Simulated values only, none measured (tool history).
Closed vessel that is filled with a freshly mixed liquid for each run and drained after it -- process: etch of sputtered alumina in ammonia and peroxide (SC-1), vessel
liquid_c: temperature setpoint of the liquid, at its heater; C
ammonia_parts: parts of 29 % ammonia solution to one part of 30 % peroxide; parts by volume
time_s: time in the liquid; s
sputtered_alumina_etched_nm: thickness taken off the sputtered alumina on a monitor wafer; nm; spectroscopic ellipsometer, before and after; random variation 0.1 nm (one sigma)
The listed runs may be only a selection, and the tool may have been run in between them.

run  hour  liquid_c  ammonia_parts  time_s  sputtered_alumina_etched_nm
  1     0        58           0.55      95                        14.25
  2   5.3        58           0.35      95                       13.583
  3   8.4        58           0.35     100                       14.211
  4  10.5        56           0.35     100                       12.727
  5  16.1        55           0.35     100                       12.075
  6  24.6        55            0.2     100                       11.627
  7  33.5      54.5            0.2     100                       11.215

Forecast run 8:
  8  39.5        54            0.2     100                            ?

sputtered_alumina_etched_nm: 10.958 nm

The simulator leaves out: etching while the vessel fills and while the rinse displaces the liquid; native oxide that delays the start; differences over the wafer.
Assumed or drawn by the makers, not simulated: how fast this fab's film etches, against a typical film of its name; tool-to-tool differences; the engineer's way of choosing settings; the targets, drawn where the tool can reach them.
